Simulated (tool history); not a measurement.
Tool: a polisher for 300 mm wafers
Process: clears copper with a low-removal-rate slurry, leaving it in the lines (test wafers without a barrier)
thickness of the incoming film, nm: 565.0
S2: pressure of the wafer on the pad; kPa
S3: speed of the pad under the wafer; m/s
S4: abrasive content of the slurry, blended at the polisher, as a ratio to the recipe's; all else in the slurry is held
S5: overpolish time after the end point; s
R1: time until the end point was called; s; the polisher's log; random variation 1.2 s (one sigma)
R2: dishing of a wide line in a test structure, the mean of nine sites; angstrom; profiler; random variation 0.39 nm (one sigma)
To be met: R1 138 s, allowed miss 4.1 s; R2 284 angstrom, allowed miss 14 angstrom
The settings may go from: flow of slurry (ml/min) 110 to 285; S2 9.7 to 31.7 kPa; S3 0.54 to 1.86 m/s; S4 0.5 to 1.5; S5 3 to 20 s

Run 1, day 0: flow of slurry (ml/min) 180, S2 20.7 kPa, S3 1.18 m/s, S4 1, S5 10 s. Result: R1 174.76 s, R2 237.93 angstrom.
Run 2, day 0.15: flow of slurry (ml/min) 180, S2 20.7 kPa, S3 1.18 m/s, S4 0.8, S5 10 s. Result: R1 187.38 s, R2 221.94 angstrom.
Run 3, day 0.296: flow of slurry (ml/min) 180, S2 22.8 kPa, S3 1.18 m/s, S4 0.8, S5 10 s. Result: R1 169.83 s, R2 241.22 angstrom.
Run 4, day 0.367: flow of slurry (ml/min) 180, S2 22.8 kPa, S3 1.18 m/s, S4 0.8, S5 14 s. Result: R1 170.54 s, R2 324.83 angstrom.
Run 5, day 0.538: flow of slurry (ml/min) 180, S2 19.3 kPa, S3 1.18 m/s, S4 0.8, S5 14 s. Result: R1 196.11 s, R2 272.19 angstrom.
Run 6, day 0.846: flow of slurry (ml/min) 185, S2 20 kPa, S3 1.18 m/s, S4 0.8, S5 13 s. Result: R1 192.47 s, R2 269.32 angstrom.
Run 7, day 1.071: flow of slurry (ml/min) 190, S2 20.7 kPa, S3 1.18 m/s, S4 0.8, S5 12 s. Result: R1 184.69 s, R2 260.73 angstrom.
Run 8, day 1.333: flow of slurry (ml/min) 240, S2 26.2 kPa, S3 1.2 m/s, S4 0.8, S5 9 s. Result: R1 140.37 s, R2 259.46 angstrom.

Which of these 4 next moves meets every target?
Run A, day 1.596: flow of slurry (ml/min) 260, S2 26.9 kPa, S3 1.28 m/s, S4 0.8, S5 9 s. Result: R1 ?, R2 ?.
Run B, day 1.596: flow of slurry (ml/min) 265, S2 23.4 kPa, S3 1.32 m/s, S4 0.9, S5 10 s. Result: R1 ?, R2 ?.
Run C, day 1.596: flow of slurry (ml/min) 260, S2 26.9 kPa, S3 1.28 m/s, S4 0.8, S5 8 s. Result: R1 ?, R2 ?.
Run D, day 1.596: flow of slurry (ml/min) 240, S2 25.5 kPa, S3 1.46 m/s, S4 0.65, S5 8 s. Result: R1 ?, R2 ?.

move      R1      R2
   A  126.39  283.72
   B  136.15  289.52
   C  126.39  256.04
   D  125.59  256.94
A: brings the result that was furthest off to its target, and leaves another outside
B: meets every target
C: further off than the last run
D: further off than the last run
Answer: B
